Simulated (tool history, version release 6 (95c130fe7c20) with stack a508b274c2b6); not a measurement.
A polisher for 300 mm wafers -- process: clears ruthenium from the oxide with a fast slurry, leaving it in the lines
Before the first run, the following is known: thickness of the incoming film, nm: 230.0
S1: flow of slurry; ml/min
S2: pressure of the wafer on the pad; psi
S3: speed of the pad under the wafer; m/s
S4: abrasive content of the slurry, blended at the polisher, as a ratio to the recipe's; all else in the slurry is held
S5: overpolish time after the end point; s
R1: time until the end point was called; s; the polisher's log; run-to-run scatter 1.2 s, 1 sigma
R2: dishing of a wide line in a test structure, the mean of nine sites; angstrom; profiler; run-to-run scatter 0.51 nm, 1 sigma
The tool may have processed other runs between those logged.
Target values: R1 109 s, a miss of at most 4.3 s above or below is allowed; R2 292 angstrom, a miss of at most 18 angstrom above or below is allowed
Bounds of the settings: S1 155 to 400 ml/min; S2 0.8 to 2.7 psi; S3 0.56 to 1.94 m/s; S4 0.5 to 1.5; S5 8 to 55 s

run  hour   S1   S2    S3    S4  S5      R1      R2
  1     0  255  1.7  1.24     1  28  76.289  511.11
  2   2.4  255  1.7  1.06     1  28  89.525     469
  3   7.3  255  1.8  1.06     1  28  84.842  483.73
  4    13  255  1.7  1.06     1  25  88.931  424.87
  5  15.4  255  1.6  1.06     1  23  92.237  380.39
  6  23.4  255  1.6  1.06  1.15  23  86.209  391.02
  7  30.3  255  1.5  1.06  1.15  22  93.176  383.84
  8  35.2  255  1.4  1.06  1.15  20  94.857  343.61
     43.9  -- slurry nozzle cleaned
  9  43.9  255  1.3  1.06  1.15  20  92.852  351.36
 10  51.6  255  0.8  1.02  1.15  16  126.26  219.57
 11  52.8  255  0.9  1.02  1.15  17  116.24  252.81

Below are 5 possible settings for the next run. Only one of them brings all results inside the allowed miss of their targets. Which is it?
  A    54  235  0.8  1.04   1.3  22   ?   ?
  B    54  255  0.9     1   1.1  20   ?   ?
  C    54  245  0.8  1.02  1.15  19   ?   ?
  D    54  225  0.8  1.18   1.2  19   ?   ?
  E    54  315    1  0.88     1  21   ?   ?

move      R1      R2
   A  115.47  309.64
   B  119.25  277.89
   C  122.66  259.48
   D  106.74  292.36
   E  128.84  271.16
A: the worst result of the last run now meets its target, but another is out of spec
B: the worst result of the last run now meets its target, but another is out of spec
C: further off than the last run
D: in spec on every target
E: further off than the last run
D is the move that brings every result within its allowed miss.

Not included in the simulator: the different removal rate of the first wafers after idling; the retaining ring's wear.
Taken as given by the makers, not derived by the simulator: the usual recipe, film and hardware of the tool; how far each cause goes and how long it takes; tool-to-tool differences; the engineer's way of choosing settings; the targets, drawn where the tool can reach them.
